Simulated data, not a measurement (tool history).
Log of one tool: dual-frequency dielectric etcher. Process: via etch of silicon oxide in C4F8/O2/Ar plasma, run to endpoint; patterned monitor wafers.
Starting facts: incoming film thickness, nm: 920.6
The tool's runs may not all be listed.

Run 1, hour 0.0: source power (kW) 1.490, bias power (kW) 2.811. Result: endpoint time (s) 182.45.
Run 2, hour 4.9: source power (kW) 1.740, bias power (kW) 2.811. Result: endpoint time (s) 164.40.
Run 3, hour 12.4: source power (kW) 1.770, bias power (kW) 2.822. Result: endpoint time (s) 163.40.
Run 4, hour 16.1: source power (kW) 1.880, bias power (kW) 2.822. Result: endpoint time (s) 158.84.
Run 5, hour 24.2: source power (kW) 1.750, bias power (kW) 2.822. Result: endpoint time (s) 164.63.
Run 6, hour 29.8: source power (kW) 1.750, bias power (kW) 2.994. Result: endpoint time (s) 160.31.

The next listed run, before its measurement:
Run 7, hour 34.7: source power (kW) 1.780, bias power (kW) 3.002. Result: endpoint time (s) ?.

endpoint time (s): 158.27
